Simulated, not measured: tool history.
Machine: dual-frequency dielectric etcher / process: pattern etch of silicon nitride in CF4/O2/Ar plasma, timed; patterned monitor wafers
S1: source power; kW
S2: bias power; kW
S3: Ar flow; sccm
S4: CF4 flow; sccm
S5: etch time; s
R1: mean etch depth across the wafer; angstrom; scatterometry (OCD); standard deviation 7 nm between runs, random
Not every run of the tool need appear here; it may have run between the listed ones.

run,day,S1,S2,S3,S4,S5,R1
1,0,0.61,0.055,122,81,471.5,9968.9
2,0.375,0.63,0.055,122,81,471.5,10159
3,0.554,0.63,0.059,122,81,471.5,10391
4,0.825,0.63,0.063,122,81,471.5,10812
5,1.088,0.64,0.063,122,81,471.5,10749
6,1.225,0.64,0.063,109,81,471.5,11040

Predict the results of run 7:
7,1.412,0.65,0.063,109,81,471.5,?

R1: 11145 angstrom

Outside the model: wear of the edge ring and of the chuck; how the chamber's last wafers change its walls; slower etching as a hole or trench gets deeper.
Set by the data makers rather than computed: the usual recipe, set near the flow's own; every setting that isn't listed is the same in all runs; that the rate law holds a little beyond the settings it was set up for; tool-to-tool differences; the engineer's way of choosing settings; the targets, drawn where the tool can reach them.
